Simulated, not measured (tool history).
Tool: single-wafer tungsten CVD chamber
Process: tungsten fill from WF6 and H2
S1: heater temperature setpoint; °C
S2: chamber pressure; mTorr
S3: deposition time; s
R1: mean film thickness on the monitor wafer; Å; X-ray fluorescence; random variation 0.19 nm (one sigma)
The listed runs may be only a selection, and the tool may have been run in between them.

run,hour,S1,S2,S3,R1
1,0.0,380,33900,23.6,463.76
2,2.5,382,33900,23.6,480.25
3,10.4,382,36400,23.6,495.67
4,19.1,383,36400,23.6,505.41
5,26.7,383,31300,23.6,473.52
6,33.7,383,25300,23.6,433.03

Forecast run 7:
7,39.2,385,25400,23.6,?

Run 7 measured R1 453.30 Å.

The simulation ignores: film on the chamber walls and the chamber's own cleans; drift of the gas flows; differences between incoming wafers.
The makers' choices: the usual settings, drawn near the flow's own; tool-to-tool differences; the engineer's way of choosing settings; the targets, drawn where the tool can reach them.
